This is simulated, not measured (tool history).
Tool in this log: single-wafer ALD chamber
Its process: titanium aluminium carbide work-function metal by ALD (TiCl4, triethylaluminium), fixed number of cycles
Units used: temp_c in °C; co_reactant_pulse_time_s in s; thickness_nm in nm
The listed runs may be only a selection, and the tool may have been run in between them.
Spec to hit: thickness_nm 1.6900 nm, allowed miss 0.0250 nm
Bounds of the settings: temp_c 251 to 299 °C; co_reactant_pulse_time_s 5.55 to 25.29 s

{"run": 1, "hour": 0.0, "temp_c": 275, "co_reactant_pulse_time_s": 15.42, "thickness_nm": 1.8618}
{"run": 2, "hour": 2.3, "temp_c": 272, "co_reactant_pulse_time_s": 15.24, "thickness_nm": 1.8305}
{"run": 3, "hour": 10.5, "temp_c": 264, "co_reactant_pulse_time_s": 15.24, "thickness_nm": 1.7534}
{"run": 4, "hour": 17.5, "temp_c": 272, "co_reactant_pulse_time_s": 15.24, "thickness_nm": 1.8278}
{"run": 5, "hour": 23.3, "temp_c": 272, "co_reactant_pulse_time_s": 11.69, "thickness_nm": 1.7753}
{"run": 6, "hour": 28.5, "temp_c": 272, "co_reactant_pulse_time_s": 9.04, "thickness_nm": 1.5945}
{"run": 7, "hour": 29.5, "temp_c": 273, "co_reactant_pulse_time_s": 9.09, "thickness_nm": 1.61}
{"run": 8, "hour": 34.0, "temp_c": 274, "co_reactant_pulse_time_s": 9.15, "thickness_nm": 1.6314}
{"run": 9, "hour": 35.4, "temp_c": 275, "co_reactant_pulse_time_s": 9.19, "thickness_nm": 1.641}
{"run": 10, "hour": 44.1, "temp_c": 276, "co_reactant_pulse_time_s": 9.23, "thickness_nm": 1.6551}
{"run": 11, "hour": 45.0, "temp_c": 276, "co_reactant_pulse_time_s": 9.25, "thickness_nm": 1.6557}
{"run": 12, "hour": 52.5, "temp_c": 276, "co_reactant_pulse_time_s": 9.25, "thickness_nm": 1.6582}

Consider the 5 candidate settings below. Which is the only one whose results all fall within their allowed miss of target?
{"run": "A", "hour": 60.0, "temp_c": 263, "co_reactant_pulse_time_s": 11.99, "thickness_nm": "?"}
{"run": "B", "hour": 60.0, "temp_c": 264, "co_reactant_pulse_time_s": 10.21, "thickness_nm": "?"}
{"run": "C", "hour": 60.0, "temp_c": 261, "co_reactant_pulse_time_s": 10.5, "thickness_nm": "?"}
{"run": "D", "hour": 60.0, "temp_c": 275, "co_reactant_pulse_time_s": 9.14, "thickness_nm": "?"}
{"run": "E", "hour": 60.0, "temp_c": 266, "co_reactant_pulse_time_s": 10.03, "thickness_nm": "?"}

move=A thickness_nm=1.7008
move=B thickness_nm=1.6335
move=C thickness_nm=1.6233
move=D thickness_nm=1.6356
move=E thickness_nm=1.6394
A: hits every target within its allowed miss
B: misses by more than the last run did
C: misses by more than the last run did
D: misses by more than the last run did
E: misses by more than the last run did
Answer: A
